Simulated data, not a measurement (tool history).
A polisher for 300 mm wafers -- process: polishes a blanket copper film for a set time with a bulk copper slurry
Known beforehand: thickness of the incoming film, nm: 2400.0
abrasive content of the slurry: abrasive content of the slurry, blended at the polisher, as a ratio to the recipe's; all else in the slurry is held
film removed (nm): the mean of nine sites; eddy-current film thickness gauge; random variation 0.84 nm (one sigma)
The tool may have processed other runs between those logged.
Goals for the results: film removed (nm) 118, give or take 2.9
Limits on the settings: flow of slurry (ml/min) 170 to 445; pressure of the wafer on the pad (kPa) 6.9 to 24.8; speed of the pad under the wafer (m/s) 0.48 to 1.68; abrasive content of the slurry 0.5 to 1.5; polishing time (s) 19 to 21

| run | day | flow of slurry (ml/min) | pressure of the wafer on the pad (kPa) | speed of the pad under the wafer (m/s) | abrasive content of the slurry | polishing time (s) | film removed (nm) |
|---|---|---|---|---|---|---|---|
| 1 | 0 | 285 | 15.9 | 1.08 | 1 | 21 | 144.7 |
| 2 | 0.358 | 280 | 14.5 | 1.08 | 1 | 21 | 136.86 |
| 3 | 0.542 | 280 | 14.5 | 1.08 | 1 | 19 | 124.39 |
| 4 | 0.608 | 280 | 14.5 | 1.08 | 1 | 21 | 137.32 |
| 5 | 0.896 | 280 | 14.5 | 1.08 | 1 | 19 | 123.77 |
| 6 | 1.058 | 280 | 16.5 | 1.08 | 1 | 19 | 134.73 |
| 7 | 1.208 | 270 | 15.9 | 1.08 | 1 | 19 | 130.98 |
| 8 | 1.517 | 250 | 15.2 | 1.08 | 1 | 19 | 127.28 |
| 9 | 1.871 | 250 | 14.5 | 1.08 | 1 | 19 | 124.28 |

4 candidate next runs follow, results not yet known. Just one meets every target within its allowed miss. Identify it.
| A | 2.225 | 260 | 12.4 | 1.02 | 0.95 | 21 | ? |
| B | 2.225 | 180 | 13.1 | 1.08 | 1.15 | 21 | ? |
| C | 2.225 | 235 | 11.7 | 0.94 | 1 | 21 | ? |
| D | 2.225 | 255 | 17.9 | 0.76 | 0.75 | 20 | ? |

| move | film removed (nm) |
|---|---|
| A | 118.32 |
| B | 129.18 |
| C | 108.9 |
| D | 112.88 |
A: every result lands within tolerance
B: its largest miss is bigger than the last run's
C: the result that was furthest off in the last run now lies on the other side of its target
D: the result that was furthest off in the last run now lies on the other side of its target
A is the move that brings every result within its allowed miss.
